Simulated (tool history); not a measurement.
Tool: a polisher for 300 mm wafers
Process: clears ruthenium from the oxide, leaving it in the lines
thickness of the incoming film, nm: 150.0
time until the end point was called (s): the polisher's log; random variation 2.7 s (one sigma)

| run | hour | flow of slurry (ml/min) | pressure of the wafer on the pad (psi) | speed of the pad under the wafer (m/s) | overpolish time after the end point (s) | time until the end point was called (s) |
|---|---|---|---|---|---|---|
| 1 | 0 | 130 | 2.1 | 1.22 | 37 | 106.25 |
| 2 | 9 | 110 | 2.1 | 1.22 | 37 | 106.69 |
| 3 | 13.8 | 110 | 2.1 | 1.22 | 39 | 107.03 |
| 4 | 17.7 | 110 | 2.1 | 1.36 | 39 | 98.407 |
| 5 | 22.2 | 110 | 1.9 | 1.32 | 39 | 113.06 |
|  | 30.5 | worn pad replaced by a new one |
| 6 | 30.5 | 110 | 1.9 | 1.12 | 39 | 122.98 |
| 7 | 35.3 | 110 | 1.8 | 1.1 | 39 | 129.36 |
| 8 | 41.7 | 110 | 1.7 | 1.08 | 39 | 138.16 |

Forecast run 9:
| 9 | 45.2 | 105 | 1.1 | 1.04 | 39 | ? |

{"run 9": {"time until the end point was called (s)": 220.93}}

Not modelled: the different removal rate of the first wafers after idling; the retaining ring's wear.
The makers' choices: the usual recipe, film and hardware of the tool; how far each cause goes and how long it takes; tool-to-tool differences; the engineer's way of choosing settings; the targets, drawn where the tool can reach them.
